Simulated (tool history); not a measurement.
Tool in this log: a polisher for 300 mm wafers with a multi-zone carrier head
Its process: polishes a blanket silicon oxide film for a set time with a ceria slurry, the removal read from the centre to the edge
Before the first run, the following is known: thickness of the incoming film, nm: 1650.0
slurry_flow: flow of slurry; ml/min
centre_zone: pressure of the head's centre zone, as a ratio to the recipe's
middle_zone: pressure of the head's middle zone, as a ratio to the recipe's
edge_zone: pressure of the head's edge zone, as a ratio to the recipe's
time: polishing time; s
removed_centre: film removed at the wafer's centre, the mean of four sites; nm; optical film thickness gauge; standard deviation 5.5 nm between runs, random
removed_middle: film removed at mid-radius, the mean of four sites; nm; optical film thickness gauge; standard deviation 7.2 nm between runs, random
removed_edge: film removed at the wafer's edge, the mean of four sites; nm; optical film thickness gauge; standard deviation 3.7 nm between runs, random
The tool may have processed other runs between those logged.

run	day	slurry_flow	centre_zone	middle_zone	edge_zone	time	removed_centre	removed_middle	removed_edge
1	0.000	310	1.00	1.00	1.00	83	595.67	600.10	600.94
2	0.138	310	1.06	1.00	1.00	83	628.45	612.51	596.71
3	0.238	310	1.06	1.00	1.00	65	486.55	467.77	465.48
4	0.542	310	1.09	1.00	1.00	65	511.75	469.32	467.84
5	0.658	380	1.09	1.00	1.00	65	528.66	479.89	478.54
6	0.829	385	1.03	1.03	1.05	68	508.01	511.18	510.47
7	0.871	390	1.00	1.05	1.09	70	506.10	548.84	535.49
8	1.079	395	0.97	1.04	1.12	72	510.99	552.06	554.77

Run 9 comes next. What will it give?
9	1.333	400	0.94	1.04	1.14	74	?	?	?

Run 9 produced removed_centre 506.37 nm, removed_middle 559.33 nm, removed_edge 577.26 nm.
